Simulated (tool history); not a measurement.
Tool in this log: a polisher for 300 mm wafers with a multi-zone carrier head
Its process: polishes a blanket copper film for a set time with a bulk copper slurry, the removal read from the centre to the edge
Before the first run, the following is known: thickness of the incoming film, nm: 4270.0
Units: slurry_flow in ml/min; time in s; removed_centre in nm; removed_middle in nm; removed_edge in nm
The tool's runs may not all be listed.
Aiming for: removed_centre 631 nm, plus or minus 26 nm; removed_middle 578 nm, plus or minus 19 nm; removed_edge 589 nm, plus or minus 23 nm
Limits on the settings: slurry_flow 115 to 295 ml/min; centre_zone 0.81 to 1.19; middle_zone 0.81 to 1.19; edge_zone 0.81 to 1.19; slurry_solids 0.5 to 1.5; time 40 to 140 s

run,hour,slurry_flow,centre_zone,middle_zone,edge_zone,slurry_solids,time,removed_centre,removed_middle,removed_edge
1,0,190,1,1,1,1,90,1028.5,1078.7,1055.6
2,5.5,185,1.01,0.98,0.98,0.9,83,949.31,926.11,914.3
3,6.2,185,1.01,0.98,0.98,0.9,99,1124.8,1098.8,1090.6
4,9.6,180,0.99,0.96,0.96,0.85,93,987.23,991.74,1007.7
5,14.5,180,0.99,0.95,0.94,0.8,87,923.15,894.89,915.7
6,21.6,180,0.99,0.89,0.94,0.8,87,924.35,869.06,905.73
7,29.8,180,0.99,0.89,0.92,0.75,82,833.66,798.99,822.38
8,34.3,165,1.05,0.83,0.82,0.5,64,576.18,488.15,506.84
9,43.1,180,1.04,0.84,0.83,0.5,64,589.95,492.21,521.6
10,51.1,185,1.03,0.86,0.84,0.5,64,588.1,505.83,519.78
11,59.7,190,1.03,0.87,0.86,0.5,64,597.24,516.9,535.87
12,62.3,195,1.03,0.88,0.87,0.5,64,593.75,521.22,529.28

Exactly one of the 5 candidate moves below puts every result within its allowed miss. Which one?
A,64.9,115,1.01,0.81,1.06,0.6,67,?,?,?
B,64.9,265,1.13,0.89,0.81,0.55,58,?,?,?
C,64.9,265,1,1.16,0.81,0.5,60,?,?,?
D,64.9,255,1,0.89,0.9,0.5,68,?,?,?
E,64.9,150,0.94,0.85,0.83,0.6,66,?,?,?

move,removed_centre,removed_middle,removed_edge
A,572.96,497.94,609.46
B,640.36,521.86,502.31
C,559.56,632.26,493.94
D,629.93,581.21,586.75
E,568.05,544.95,561.68
A: lands further from the targets than the last run did
B: lands further from the targets than the last run did
C: takes the biggest miss from the last run beyond its target
D: all results land within tolerance of their targets
E: nearer than the last run, and not there yet
D is the move that brings every result within its allowed miss.
